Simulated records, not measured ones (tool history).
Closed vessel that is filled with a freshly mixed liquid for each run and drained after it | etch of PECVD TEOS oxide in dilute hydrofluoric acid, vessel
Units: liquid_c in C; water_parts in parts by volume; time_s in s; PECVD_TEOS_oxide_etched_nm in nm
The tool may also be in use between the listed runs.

run,hour,liquid_c,water_parts,time_s,PECVD_TEOS_oxide_etched_nm
1,0.0,21.0,75,85,32.374
2,8.5,23.0,70,85,37.600
3,10.9,23.0,90,85,28.558
4,18.4,24.5,80,85,34.842
5,27.2,25.5,75,85,38.480
6,28.1,28.0,75,85,42.691

Forecast run 7:
7,37.1,28.0,70,85,?

PECVD_TEOS_oxide_etched_nm: 46.132 nm
